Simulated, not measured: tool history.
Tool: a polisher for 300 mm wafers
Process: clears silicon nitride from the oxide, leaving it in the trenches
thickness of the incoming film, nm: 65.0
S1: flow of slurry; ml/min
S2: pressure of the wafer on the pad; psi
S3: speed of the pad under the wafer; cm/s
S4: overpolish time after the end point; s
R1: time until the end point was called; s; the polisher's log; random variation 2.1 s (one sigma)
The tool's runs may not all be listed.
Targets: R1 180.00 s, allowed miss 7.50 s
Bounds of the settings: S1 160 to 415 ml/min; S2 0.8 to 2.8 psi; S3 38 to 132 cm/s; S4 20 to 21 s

run 1 hour=0.0 | S1=265 S2=1.8 S3=84 S4=20 | R1=121.43
run 2 hour=5.5 | S1=265 S2=1.6 S3=84 S4=20 | R1=135.33
run 3 hour=11.2 | S1=265 S2=1.6 S3=66 S4=20 | R1=166.91
run 4 hour=15.9 | S1=265 S2=1.3 S3=66 S4=20 | R1=208.22
run 5 hour=21.0 | S1=265 S2=1.4 S3=66 S4=20 | R1=192.58
run 6 hour=23.0 | S1=265 S2=1.2 S3=66 S4=20 | R1=223.84
run 7 hour=26.7 | S1=265 S2=1.3 S3=66 S4=20 | R1=207.02
run 8 hour=29.2 | S1=265 S2=1.4 S3=66 S4=20 | R1=191.74

5 next moves are on the table. One of them brings every result within its allowed miss. Which?
run A hour=31.7 | S1=265 S2=1.5 S3=66 S4=20 | R1=?
run B hour=31.7 | S1=315 S2=1.4 S3=62 S4=21 | R1=?
run C hour=31.7 | S1=265 S2=1.3 S3=70 S4=21 | R1=?
run D hour=31.7 | S1=270 S2=1.5 S3=72 S4=20 | R1=?
run E hour=31.7 | S1=235 S2=1.9 S3=60 S4=20 | R1=?

move=A R1=182.42
move=B R1=202.21
move=C R1=198.91
move=D R1=168.77
move=E R1=159.77
A: meets every target
B: further off than the last run
C: further off than the last run
D: takes the result that was furthest off past its target
E: takes the result that was furthest off past its target
Move A is the one to make.
